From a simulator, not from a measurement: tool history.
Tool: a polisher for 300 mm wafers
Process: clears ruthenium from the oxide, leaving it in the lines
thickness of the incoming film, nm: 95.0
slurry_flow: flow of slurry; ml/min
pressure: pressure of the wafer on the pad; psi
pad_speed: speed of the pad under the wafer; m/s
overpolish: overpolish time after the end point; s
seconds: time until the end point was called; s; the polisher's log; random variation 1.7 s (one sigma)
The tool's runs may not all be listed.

Run 1, hour 0: slurry_flow 170 ml/min, pressure 2.1 psi, pad_speed 0.8 m/s, overpolish 8 s. Result: seconds 125.04 s.
Run 2, hour 4.2: slurry_flow 170 ml/min, pressure 2.3 psi, pad_speed 0.82 m/s, overpolish 8 s. Result: seconds 113.36 s.
Run 3, hour 5.9: slurry_flow 170 ml/min, pressure 2.4 psi, pad_speed 0.82 m/s, overpolish 8 s. Result: seconds 110.5 s.
Run 4, hour 12.4: slurry_flow 170 ml/min, pressure 2.4 psi, pad_speed 0.62 m/s, overpolish 8 s. Result: seconds 146.31 s.
Run 5, hour 19.2: slurry_flow 190 ml/min, pressure 2.4 psi, pad_speed 0.62 m/s, overpolish 8 s. Result: seconds 139.14 s.
Run 6, hour 21.5: slurry_flow 210 ml/min, pressure 2.4 psi, pad_speed 0.62 m/s, overpolish 8 s. Result: seconds 137.82 s.
Run 7, hour 28.1: slurry_flow 210 ml/min, pressure 2.6 psi, pad_speed 0.64 m/s, overpolish 8 s. Result: seconds 129.84 s.
Run 8, hour 34.1: slurry_flow 210 ml/min, pressure 2.6 psi, pad_speed 0.64 m/s, overpolish 8 s. Result: seconds 129.54 s.

Run 9 comes next. What will it give?
Run 9, hour 42.1: slurry_flow 210 ml/min, pressure 2.8 psi, pad_speed 0.7 m/s, overpolish 8 s. Result: seconds ?.

{"run 9": {"seconds": 109.59}}

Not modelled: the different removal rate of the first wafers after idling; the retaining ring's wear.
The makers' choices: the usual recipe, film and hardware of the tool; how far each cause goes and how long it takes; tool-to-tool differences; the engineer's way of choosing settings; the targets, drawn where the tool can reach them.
